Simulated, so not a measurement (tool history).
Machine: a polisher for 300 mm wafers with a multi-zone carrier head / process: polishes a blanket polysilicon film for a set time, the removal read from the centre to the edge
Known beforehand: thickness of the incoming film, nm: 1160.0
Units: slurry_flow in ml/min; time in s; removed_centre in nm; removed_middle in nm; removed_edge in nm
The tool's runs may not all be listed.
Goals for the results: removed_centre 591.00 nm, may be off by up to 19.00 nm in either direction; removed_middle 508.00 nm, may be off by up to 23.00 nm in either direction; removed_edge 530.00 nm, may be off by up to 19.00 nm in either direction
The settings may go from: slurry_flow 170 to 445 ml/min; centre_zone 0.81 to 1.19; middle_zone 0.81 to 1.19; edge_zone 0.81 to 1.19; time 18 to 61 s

run,hour,slurry_flow,centre_zone,middle_zone,edge_zone,time,removed_centre,removed_middle,removed_edge
1,0.0,285,1.00,1.00,1.00,39,485.76,472.93,486.93
2,3.7,295,1.04,1.01,1.02,40,514.71,504.79,496.49
3,5.8,350,1.04,1.01,1.02,40,519.90,496.38,502.61
4,9.8,350,1.04,1.01,1.02,30,396.52,365.84,375.95
5,12.6,355,1.07,1.00,1.04,34,464.73,419.85,433.67
6,19.7,355,1.00,1.00,1.04,34,430.86,413.70,440.82
7,22.7,355,1.05,1.00,1.07,36,475.83,450.28,455.06
8,30.6,355,1.05,1.00,1.07,36,476.49,447.24,458.63
9,34.4,360,1.07,0.98,1.08,38,511.83,452.42,494.39
10,39.9,360,1.07,0.98,1.08,38,519.38,447.83,486.33

Pick the move, out of 5, that brings all results within their allowed miss; only one does.
A,45.4,365,0.88,1.11,1.11,39,?,?,?
B,45.4,395,0.88,0.89,1.09,42,?,?,?
C,45.4,325,0.94,0.94,1.07,41,?,?,?
D,45.4,405,1.16,0.94,1.02,39,?,?,?
E,45.4,435,1.10,0.95,1.00,42,?,?,?

move,removed_centre,removed_middle,removed_edge
A,444.90,514.41,505.40
B,481.14,462.24,544.03
C,493.70,465.86,521.44
D,586.30,449.31,492.33
E,602.40,490.50,527.89
A: its largest miss is bigger than the last run's
B: its largest miss is bigger than the last run's
C: its largest miss is bigger than the last run's
D: meets the target for the result that was furthest off, but another lies outside its allowed miss
E: all results land within tolerance of their targets
Answer: E
